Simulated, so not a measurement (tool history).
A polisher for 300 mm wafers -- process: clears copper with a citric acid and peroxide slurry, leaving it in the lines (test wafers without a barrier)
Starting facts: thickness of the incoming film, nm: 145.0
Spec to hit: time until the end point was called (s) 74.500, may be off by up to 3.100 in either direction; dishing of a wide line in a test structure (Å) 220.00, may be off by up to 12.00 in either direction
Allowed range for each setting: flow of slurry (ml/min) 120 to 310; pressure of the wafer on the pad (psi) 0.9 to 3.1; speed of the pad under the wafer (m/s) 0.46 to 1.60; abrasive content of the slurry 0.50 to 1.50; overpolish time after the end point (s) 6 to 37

run,hour,flow of slurry (ml/min),pressure of the wafer on the pad (psi),speed of the pad under the wafer (m/s),abrasive content of the slurry,overpolish time after the end point (s),time until the end point was called (s),dishing of a wide line in a test structure (Å)
1,0.0,200,2.0,1.02,1.00,19,88.397,226.27
2,1.4,160,2.0,1.02,1.00,19,89.156,217.92
3,4.2,160,2.0,1.02,1.00,27,90.640,299.38
4,13.3,160,2.0,1.02,1.00,34,90.027,356.18
5,17.2,160,2.0,1.02,1.00,37,91.697,379.62
# hour 23.9: head pressure recalibrated
6,23.9,160,2.1,1.02,1.00,31,96.156,323.17
7,26.0,175,1.8,1.04,1.00,29,107.740,284.37
8,34.8,175,1.9,1.02,1.00,26,106.180,258.72
9,41.0,170,2.0,1.02,1.00,23,98.682,247.13

5 candidate next runs follow, results not yet known. Just one meets every target within its allowed miss. Identify it.
A,47.2,140,1.7,1.06,1.00,25,?,?
B,47.2,170,2.2,1.24,1.00,15,?,?
C,47.2,180,2.0,1.44,1.15,17,?,?
D,47.2,125,3.1,0.98,1.15,17,?,?
E,47.2,175,2.2,1.24,1.00,18,?,?

move,time until the end point was called (s),dishing of a wide line in a test structure (Å)
A,116.510,234.10
B,75.616,220.02
C,68.900,264.38
D,69.442,265.86
E,75.298,258.27
A: moves away from the targets compared with the last run
B: every result lands within tolerance
C: the result that was furthest off in the last run now lies on the other side of its target
D: the result that was furthest off in the last run now lies on the other side of its target
E: meets the target for the result that was furthest off, but another lies outside its allowed miss
B is the move that brings every result within its allowed miss.
